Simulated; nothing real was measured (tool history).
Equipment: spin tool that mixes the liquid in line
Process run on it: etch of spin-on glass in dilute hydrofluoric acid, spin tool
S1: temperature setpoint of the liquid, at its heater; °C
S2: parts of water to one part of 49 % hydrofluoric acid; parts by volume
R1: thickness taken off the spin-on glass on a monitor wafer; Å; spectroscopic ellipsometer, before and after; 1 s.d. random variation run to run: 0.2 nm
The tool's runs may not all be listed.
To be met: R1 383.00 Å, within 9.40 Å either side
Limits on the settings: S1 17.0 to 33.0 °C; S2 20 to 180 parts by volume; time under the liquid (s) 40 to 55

Run 1, hour 0.0: S1 25.0 °C, S2 100 parts by volume, time under the liquid (s) 55. Result: R1 223.59 Å.
Run 2, hour 2.5: S1 25.0 °C, S2 100 parts by volume, time under the liquid (s) 40. Result: R1 161.77 Å.
Run 3, hour 4.2: S1 21.5 °C, S2 100 parts by volume, time under the liquid (s) 40. Result: R1 140.92 Å.
Run 4, hour 13.0: S1 23.5 °C, S2 100 parts by volume, time under the liquid (s) 40. Result: R1 152.61 Å.
Run 5, hour 15.7: S1 25.0 °C, S2 95 parts by volume, time under the liquid (s) 40. Result: R1 171.89 Å.
Run 6, hour 16.8: S1 23.5 °C, S2 95 parts by volume, time under the liquid (s) 40. Result: R1 161.03 Å.
At hour 24.8: thermometer replaced.
Run 7, hour 24.8: S1 25.0 °C, S2 90 parts by volume, time under the liquid (s) 40. Result: R1 170.34 Å.
Run 8, hour 30.4: S1 26.5 °C, S2 80 parts by volume, time under the liquid (s) 40. Result: R1 206.44 Å.
Run 9, hour 37.9: S1 27.5 °C, S2 75 parts by volume, time under the liquid (s) 40. Result: R1 227.46 Å.
Run 10, hour 39.4: S1 28.5 °C, S2 70 parts by volume, time under the liquid (s) 40. Result: R1 257.73 Å.
Run 11, hour 43.5: S1 29.0 °C, S2 65 parts by volume, time under the liquid (s) 40. Result: R1 285.98 Å.
Run 12, hour 50.8: S1 29.5 °C, S2 65 parts by volume, time under the liquid (s) 40. Result: R1 287.46 Å.
Run 13, hour 52.7: S1 30.0 °C, S2 65 parts by volume, time under the liquid (s) 40. Result: R1 294.26 Å.
Run 14, hour 58.0: S1 30.5 °C, S2 65 parts by volume, time under the liquid (s) 40. Result: R1 298.40 Å.

Below are 4 possible settings for the next run. Only one of them brings all results inside the allowed miss of their targets. Which is it?
Run A, hour 63.3: S1 32.5 °C, S2 70 parts by volume, time under the liquid (s) 55. Result: R1 ?.
Run B, hour 63.3: S1 32.0 °C, S2 55 parts by volume, time under the liquid (s) 40. Result: R1 ?.
Run C, hour 63.3: S1 30.5 °C, S2 60 parts by volume, time under the liquid (s) 50. Result: R1 ?.
Run D, hour 63.3: S1 29.5 °C, S2 65 parts by volume, time under the liquid (s) 55. Result: R1 ?.

move      R1
   A  411.79
   B  382.99
   C  410.95
   D  398.39
A: takes the result that was furthest off past its target
B: in spec on every target
C: takes the result that was furthest off past its target
D: takes the result that was furthest off past its target
Move B is the one to make.
